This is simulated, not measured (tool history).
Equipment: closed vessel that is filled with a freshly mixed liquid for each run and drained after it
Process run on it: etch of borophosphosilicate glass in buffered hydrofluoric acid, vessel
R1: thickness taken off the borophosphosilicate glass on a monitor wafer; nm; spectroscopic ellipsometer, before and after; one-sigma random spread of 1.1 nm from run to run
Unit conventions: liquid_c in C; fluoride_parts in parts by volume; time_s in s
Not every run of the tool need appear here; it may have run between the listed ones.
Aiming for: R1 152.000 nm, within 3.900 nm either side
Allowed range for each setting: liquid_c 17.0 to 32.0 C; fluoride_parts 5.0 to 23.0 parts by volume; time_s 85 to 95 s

{"run": 1, "day": 0.0, "liquid_c": 24.0, "fluoride_parts": 14.0, "time_s": 85, "R1": 73.502}
{"run": 2, "day": 0.058, "liquid_c": 26.0, "fluoride_parts": 13.0, "time_s": 85, "R1": 87.906}
{"run": 3, "day": 0.238, "liquid_c": 26.0, "fluoride_parts": 17.0, "time_s": 85, "R1": 68.183}
{"run": 4, "day": 0.479, "liquid_c": 27.5, "fluoride_parts": 15.0, "time_s": 85, "R1": 81.757}
{"run": 5, "day": 0.812, "liquid_c": 28.5, "fluoride_parts": 13.5, "time_s": 85, "R1": 97.698}
{"run": 6, "day": 0.975, "liquid_c": 29.5, "fluoride_parts": 12.5, "time_s": 85, "R1": 109.69}
{"run": 7, "day": 1.258, "liquid_c": 30.0, "fluoride_parts": 12.0, "time_s": 85, "R1": 118.56}
{"run": 8, "day": 1.458, "liquid_c": 30.5, "fluoride_parts": 11.5, "time_s": 85, "R1": 126.78}

Next run, 5 choices. One meets every target within its allowed miss, the rest don't. Which?
{"run": "A", "day": 1.658, "liquid_c": 30.5, "fluoride_parts": 10.0, "time_s": 95, "R1": "?"}
{"run": "B", "day": 1.658, "liquid_c": 29.5, "fluoride_parts": 12.0, "time_s": 85, "R1": "?"}
{"run": "C", "day": 1.658, "liquid_c": 32.0, "fluoride_parts": 11.5, "time_s": 90, "R1": "?"}
{"run": "D", "day": 1.658, "liquid_c": 28.5, "fluoride_parts": 9.0, "time_s": 85, "R1": "?"}
{"run": "E", "day": 1.658, "liquid_c": 32.0, "fluoride_parts": 11.0, "time_s": 90, "R1": "?"}

move=A R1=162.080
move=B R1=115.160
move=C R1=144.700
move=D R1=139.720
move=E R1=151.140
A: carries the result that was furthest off beyond its target, to the other side
B: its largest miss is bigger than the last run's
C: closes in on the targets versus the last run, not all within tolerance yet
D: closes in on the targets versus the last run, not all within tolerance yet
E: hits every target within its allowed miss
Correct choice: E, which meets every target

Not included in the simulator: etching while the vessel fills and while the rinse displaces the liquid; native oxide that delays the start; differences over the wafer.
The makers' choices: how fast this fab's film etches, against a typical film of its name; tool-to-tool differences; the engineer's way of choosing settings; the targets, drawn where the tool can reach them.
